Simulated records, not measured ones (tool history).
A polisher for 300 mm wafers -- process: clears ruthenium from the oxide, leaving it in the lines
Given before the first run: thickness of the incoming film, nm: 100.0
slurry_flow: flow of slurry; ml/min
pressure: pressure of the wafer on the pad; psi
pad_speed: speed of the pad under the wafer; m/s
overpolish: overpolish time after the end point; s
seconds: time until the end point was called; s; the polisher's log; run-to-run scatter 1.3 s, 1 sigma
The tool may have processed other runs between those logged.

Run 1, hour 0.0: slurry_flow 145 ml/min, pressure 2.1 psi, pad_speed 1.20 m/s, overpolish 7 s. Result: seconds 65.940 s.
Run 2, hour 4.8: slurry_flow 145 ml/min, pressure 2.5 psi, pad_speed 1.20 m/s, overpolish 7 s. Result: seconds 57.599 s.
Run 3, hour 13.3: slurry_flow 145 ml/min, pressure 2.1 psi, pad_speed 1.20 m/s, overpolish 7 s. Result: seconds 67.173 s.
Run 4, hour 21.4: slurry_flow 145 ml/min, pressure 2.1 psi, pad_speed 1.00 m/s, overpolish 7 s. Result: seconds 79.768 s.
Run 5, hour 25.9: slurry_flow 145 ml/min, pressure 2.4 psi, pad_speed 1.00 m/s, overpolish 7 s. Result: seconds 70.467 s.
Run 6, hour 34.2: slurry_flow 145 ml/min, pressure 2.4 psi, pad_speed 1.26 m/s, overpolish 7 s. Result: seconds 57.428 s.
Run 7, hour 37.3: slurry_flow 140 ml/min, pressure 1.8 psi, pad_speed 1.20 m/s, overpolish 7 s. Result: seconds 76.316 s.

Run 8 comes next. What will it give?
Run 8, hour 45.4: slurry_flow 140 ml/min, pressure 1.7 psi, pad_speed 1.20 m/s, overpolish 7 s. Result: seconds ?.

{"run 8": {"seconds": 81.07}}

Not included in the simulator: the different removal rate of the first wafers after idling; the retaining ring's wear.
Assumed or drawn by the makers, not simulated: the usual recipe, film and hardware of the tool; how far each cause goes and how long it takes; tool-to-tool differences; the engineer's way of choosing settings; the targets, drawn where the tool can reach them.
